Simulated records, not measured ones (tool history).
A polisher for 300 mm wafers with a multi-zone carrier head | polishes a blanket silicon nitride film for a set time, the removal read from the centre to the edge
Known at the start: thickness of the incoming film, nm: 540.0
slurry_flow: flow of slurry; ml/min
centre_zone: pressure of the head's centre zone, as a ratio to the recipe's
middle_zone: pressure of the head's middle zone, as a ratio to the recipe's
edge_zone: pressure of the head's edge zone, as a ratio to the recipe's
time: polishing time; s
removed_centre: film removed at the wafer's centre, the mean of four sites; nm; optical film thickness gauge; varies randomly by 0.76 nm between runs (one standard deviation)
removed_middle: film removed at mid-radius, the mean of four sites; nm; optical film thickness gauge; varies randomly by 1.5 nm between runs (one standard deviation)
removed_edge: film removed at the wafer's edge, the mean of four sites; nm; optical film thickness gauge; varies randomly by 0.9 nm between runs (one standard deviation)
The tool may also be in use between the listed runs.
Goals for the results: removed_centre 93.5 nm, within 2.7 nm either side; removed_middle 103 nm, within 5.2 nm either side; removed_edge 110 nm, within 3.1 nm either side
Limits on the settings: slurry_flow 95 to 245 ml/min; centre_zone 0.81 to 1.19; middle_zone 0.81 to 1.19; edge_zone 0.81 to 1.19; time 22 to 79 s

| run | hour | slurry_flow | centre_zone | middle_zone | edge_zone | time | removed_centre | removed_middle | removed_edge |
|---|---|---|---|---|---|---|---|---|---|
| 1 | 0 | 155 | 1 | 1 | 1 | 50 | 74.338 | 77.092 | 76.09 |
| 2 | 5.2 | 155 | 0.93 | 1 | 1 | 50 | 69.573 | 75.955 | 77.343 |
| 3 | 7.8 | 155 | 1 | 1 | 1 | 50 | 75.373 | 75.646 | 77.308 |
| 4 | 9.3 | 155 | 1 | 1.06 | 1 | 50 | 74.843 | 80.71 | 76.477 |
| 5 | 12.7 | 155 | 1 | 1.06 | 0.93 | 50 | 74.746 | 81.555 | 74.209 |
| 6 | 19.9 | 155 | 1 | 1.06 | 0.93 | 38 | 57.061 | 63.457 | 56.267 |
| 7 | 23.9 | 160 | 0.98 | 1.06 | 0.99 | 45 | 66.94 | 73.619 | 68.37 |
| 8 | 29.2 | 160 | 0.96 | 1.06 | 1.03 | 50 | 72.77 | 80.473 | 76.998 |
| 9 | 33.7 | 160 | 0.96 | 1.06 | 1.03 | 50 | 72.655 | 80.248 | 78.729 |
| 10 | 37.3 | 170 | 0.95 | 1.07 | 1.07 | 53 | 77.925 | 89.47 | 87.085 |
| 11 | 43.3 | 185 | 0.95 | 1.05 | 1.1 | 54 | 80.996 | 88.894 | 88.928 |
| 12 | 47.4 | 180 | 0.95 | 1.05 | 1.12 | 56 | 81.593 | 90.173 | 92.655 |
| 13 | 54.2 | 185 | 0.95 | 1.05 | 1.14 | 58 | 85.261 | 94.384 | 97.688 |
| 14 | 61.7 | 195 | 0.94 | 1.05 | 1.15 | 59 | 86.908 | 98.137 | 99.574 |

Exercise: of the 4 proposed moves below, exactly one satisfies all targets within the stated allowed misses. Which move is it?
| A | 69.2 | 210 | 0.89 | 1.09 | 1.1 | 55 | ? | ? | ? |
| B | 69.2 | 230 | 0.93 | 1.18 | 1.07 | 56 | ? | ? | ? |
| C | 69.2 | 205 | 0.93 | 1.01 | 1.18 | 63 | ? | ? | ? |
| D | 69.2 | 245 | 1.06 | 1.18 | 0.99 | 55 | ? | ? | ? |

| move | removed_centre | removed_middle | removed_edge |
|---|---|---|---|
| A | 78.378 | 97.94 | 92.216 |
| B | 84.36 | 108.07 | 93.341 |
| C | 93.134 | 104.75 | 109.35 |
| D | 94.532 | 106.92 | 88.775 |
A: lands further from the targets than the last run did
B: lands further from the targets than the last run did
C: meets every target
D: lands further from the targets than the last run did
Answer: C
